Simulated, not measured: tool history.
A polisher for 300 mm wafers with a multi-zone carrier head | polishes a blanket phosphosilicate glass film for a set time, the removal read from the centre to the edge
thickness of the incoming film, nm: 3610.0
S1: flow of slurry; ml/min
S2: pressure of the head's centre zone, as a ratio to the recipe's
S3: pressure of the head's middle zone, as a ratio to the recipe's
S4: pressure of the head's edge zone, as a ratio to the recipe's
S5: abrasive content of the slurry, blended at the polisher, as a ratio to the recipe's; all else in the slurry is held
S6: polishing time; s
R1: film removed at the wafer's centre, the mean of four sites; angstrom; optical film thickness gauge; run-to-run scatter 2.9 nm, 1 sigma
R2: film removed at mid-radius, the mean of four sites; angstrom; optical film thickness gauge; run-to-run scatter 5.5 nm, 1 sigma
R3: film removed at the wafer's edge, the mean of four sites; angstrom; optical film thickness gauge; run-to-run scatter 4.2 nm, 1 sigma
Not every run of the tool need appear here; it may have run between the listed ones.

| run | hour | S1 | S2 | S3 | S4 | S5 | S6 | R1 | R2 | R3 |
|---|---|---|---|---|---|---|---|---|---|---|
| 1 | 0 | 170 | 1 | 1 | 1 | 1 | 45 | 2324.5 | 2299.8 | 2384.3 |
| 2 | 7.5 | 170 | 1 | 1 | 1 | 0.8 | 45 | 1995.7 | 1987 | 2062.6 |
| 3 | 11.3 | 170 | 1 | 1 | 0.93 | 0.8 | 45 | 2014.1 | 2017.6 | 2018.9 |
| 4 | 15.7 | 170 | 1 | 0.96 | 0.93 | 0.8 | 45 | 1992.6 | 1912.7 | 2012.8 |
| 5 | 22.4 | 170 | 0.94 | 0.96 | 0.93 | 0.8 | 45 | 1846.2 | 1926.9 | 2061.8 |
| 6 | 28.7 | 155 | 0.94 | 0.96 | 0.93 | 0.8 | 45 | 1855 | 1899.1 | 1989.1 |
| 7 | 32.5 | 205 | 1.04 | 1.06 | 1 | 1.05 | 52 | 2931 | 2808.1 | 2863.7 |
| 8 | 38.5 | 230 | 1.01 | 1.16 | 1.04 | 1.3 | 53 | 3224.6 | 3610.4 | 3337.9 |

For run 9, what comes out?
| 9 | 43.8 | 235 | 1.02 | 1.16 | 1.05 | 1.3 | 53 | ? | ? | ? |

{"run 9": {"R1": 3301.9, "R2": 3645.7, "R3": 3412.6}}
